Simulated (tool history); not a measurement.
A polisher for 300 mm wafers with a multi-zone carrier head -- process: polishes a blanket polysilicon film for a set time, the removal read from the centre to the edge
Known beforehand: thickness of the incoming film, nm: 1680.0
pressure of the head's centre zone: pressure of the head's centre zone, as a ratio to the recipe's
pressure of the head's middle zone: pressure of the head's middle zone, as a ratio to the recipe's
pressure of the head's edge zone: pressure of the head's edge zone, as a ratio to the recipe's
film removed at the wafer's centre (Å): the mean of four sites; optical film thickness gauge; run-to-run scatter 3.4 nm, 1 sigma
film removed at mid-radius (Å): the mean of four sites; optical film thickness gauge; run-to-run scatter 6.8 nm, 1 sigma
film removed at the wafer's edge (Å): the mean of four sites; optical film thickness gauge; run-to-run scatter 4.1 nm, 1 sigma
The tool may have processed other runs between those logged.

| run | hour | flow of slurry (ml/min) | pressure of the head's centre zone | pressure of the head's middle zone | pressure of the head's edge zone | polishing time (s) | film removed at the wafer's centre (Å) | film removed at mid-radius (Å) | film removed at the wafer's edge (Å) |
|---|---|---|---|---|---|---|---|---|---|
| 1 | 0 | 230 | 1 | 1 | 1 | 37 | 3872.5 | 3792.4 | 3756.9 |
| 2 | 5.2 | 235 | 1.01 | 1.01 | 1.02 | 38 | 3996.5 | 4000.6 | 3977.3 |
| 3 | 7.3 | 245 | 1.04 | 1.02 | 1.04 | 38 | 4190.7 | 3991.7 | 3987.2 |
| 4 | 12.1 | 250 | 1.04 | 1.03 | 1.06 | 39 | 4235.7 | 4195.1 | 4109.4 |
| 5 | 19.3 | 250 | 1.04 | 0.99 | 1.06 | 39 | 4293.6 | 3967.7 | 4107.8 |
| 6 | 27.1 | 250 | 1.04 | 0.91 | 1.06 | 39 | 4272.3 | 3696.2 | 4128.5 |
| 7 | 28.5 | 255 | 1.04 | 0.93 | 1.07 | 40 | 4389.5 | 3962.2 | 4266 |
| 8 | 35.4 | 260 | 1.04 | 0.94 | 1.08 | 40 | 4355 | 3951.9 | 4321.6 |

Run 9, settings as shown, results not yet in. Your forecast:
| 9 | 37.8 | 265 | 1.05 | 0.95 | 1.09 | 40 | ? | ? | ? |

film removed at the wafer's centre (Å): 4421.6
film removed at mid-radius (Å): 3987
film removed at the wafer's edge (Å): 4343.6

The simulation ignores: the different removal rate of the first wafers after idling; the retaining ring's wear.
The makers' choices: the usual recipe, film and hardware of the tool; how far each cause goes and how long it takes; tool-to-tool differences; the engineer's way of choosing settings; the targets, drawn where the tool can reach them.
